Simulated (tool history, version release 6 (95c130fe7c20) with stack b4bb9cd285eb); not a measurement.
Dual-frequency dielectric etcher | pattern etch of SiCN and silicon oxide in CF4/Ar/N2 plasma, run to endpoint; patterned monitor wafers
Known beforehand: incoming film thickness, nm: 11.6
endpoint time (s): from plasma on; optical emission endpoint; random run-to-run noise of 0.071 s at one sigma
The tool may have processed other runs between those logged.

| run | day | source power (W) | bias power (W) | Ar flow (sccm) | CF4 flow (sccm) | endpoint time (s) |
|---|---|---|---|---|---|---|
| 1 | 0.000 | 370 | 50 | 114 | 72 | 19.596 |
| 2 | 0.200 | 370 | 50 | 102 | 72 | 18.890 |
| 3 | 0.229 | 370 | 50 | 102 | 79 | 18.831 |
| 4 | 0.567 | 370 | 50 | 119 | 79 | 19.247 |
| 5 | 0.942 | 370 | 50 | 110 | 79 | 19.069 |
| 6 | 1.062 | 370 | 50 | 110 | 71 | 19.302 |

Run 7 is up next; what results do you expect?
| 7 | 1.204 | 440 | 52 | 108 | 71 | ? |

Run 7 gave endpoint time (s) 15.781.
